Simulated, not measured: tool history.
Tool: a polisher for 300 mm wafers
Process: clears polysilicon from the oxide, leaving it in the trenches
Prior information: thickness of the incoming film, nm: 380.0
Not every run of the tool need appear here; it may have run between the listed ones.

run	day	flow of slurry (ml/min)	pressure of the wafer on the pad (kPa)	speed of the pad under the wafer (cm/s)	overpolish time after the end point (s)	time until the end point was called (s)	dishing of a wide line in a test structure (angstrom)
1	0.000	225	22.1	100	14	23.704	456.42
2	0.192	225	21.4	100	12	24.431	442.04
3	0.342	260	21.4	100	12	24.185	455.53
4	0.500	240	20.7	102	11	25.260	436.96
5	0.796	225	20.0	108	10	24.658	443.71
6	1.071	210	22.1	98	9	24.523	430.78
7	1.225	200	23.4	90	8	24.352	430.56
8	1.454	190	22.8	90	7	26.503	398.46

For run 9, what comes out?
9	1.738	180	23.4	88	7	?	?

{"run 9": {"time until the end point was called (s)": 26.617, "dishing of a wide line in a test structure (angstrom)": 391.88}}
